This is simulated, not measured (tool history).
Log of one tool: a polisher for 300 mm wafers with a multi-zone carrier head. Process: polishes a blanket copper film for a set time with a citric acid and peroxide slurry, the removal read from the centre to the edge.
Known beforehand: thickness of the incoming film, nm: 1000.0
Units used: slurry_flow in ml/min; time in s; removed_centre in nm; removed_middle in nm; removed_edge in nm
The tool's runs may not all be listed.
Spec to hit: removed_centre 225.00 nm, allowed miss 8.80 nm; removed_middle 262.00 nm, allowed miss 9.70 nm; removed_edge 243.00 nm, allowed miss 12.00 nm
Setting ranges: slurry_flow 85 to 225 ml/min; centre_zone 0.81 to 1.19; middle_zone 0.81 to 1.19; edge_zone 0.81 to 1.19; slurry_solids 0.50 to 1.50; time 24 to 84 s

| run | hour | slurry_flow | centre_zone | middle_zone | edge_zone | slurry_solids | time | removed_centre | removed_middle | removed_edge |
|---|---|---|---|---|---|---|---|---|---|---|
| 1 | 0.0 | 145 | 1.00 | 1.00 | 1.00 | 1.00 | 54 | 154.00 | 153.13 | 146.33 |
| 2 | 4.6 | 150 | 0.98 | 1.03 | 1.04 | 1.15 | 59 | 169.38 | 180.95 | 173.02 |
| 3 | 9.1 | 160 | 0.99 | 1.06 | 1.07 | 1.25 | 61 | 184.67 | 196.86 | 181.12 |
| 4 | 16.2 | 160 | 0.92 | 1.06 | 1.07 | 1.25 | 61 | 171.90 | 197.72 | 184.19 |
| 5 | 24.8 | 160 | 0.92 | 1.06 | 1.07 | 1.25 | 71 | 197.79 | 228.67 | 215.06 |
| 6 | 28.9 | 165 | 0.92 | 1.07 | 1.09 | 1.30 | 72 | 210.26 | 237.92 | 222.19 |
| 7 | 30.9 | 170 | 0.91 | 1.08 | 1.11 | 1.35 | 72 | 206.95 | 239.62 | 226.46 |
|  | 39.1 | edge zone pressure recalibrated |
| 8 | 39.1 | 175 | 0.91 | 1.09 | 1.12 | 1.40 | 72 | 206.63 | 251.98 | 243.99 |

Which single option among these 5 for the next run brings every result within its allowed miss of target? Just one does.
| A | 47.3 | 160 | 0.95 | 1.03 | 1.19 | 1.50 | 72 | ? | ? | ? |
| B | 47.3 | 135 | 0.90 | 1.14 | 1.19 | 1.45 | 71 | ? | ? | ? |
| C | 47.3 | 160 | 0.99 | 1.18 | 1.14 | 1.50 | 71 | ? | ? | ? |
| D | 47.3 | 225 | 0.81 | 1.18 | 1.09 | 1.45 | 70 | ? | ? | ? |
| E | 47.3 | 190 | 0.85 | 1.14 | 1.19 | 1.50 | 65 | ? | ? | ? |

| move | removed_centre | removed_middle | removed_edge |
|---|---|---|---|
| A | 221.38 | 233.34 | 250.47 |
| B | 200.42 | 241.25 | 240.40 |
| C | 227.18 | 256.02 | 241.10 |
| D | 192.96 | 261.47 | 237.74 |
| E | 184.75 | 233.37 | 229.55 |
A: puts the biggest miss on target and leaves a different result outside tolerance
B: the biggest miss grows against the last run
C: every result within its allowed miss
D: the biggest miss grows against the last run
E: the biggest miss grows against the last run
So the answer is move C, the one that meets all the targets.
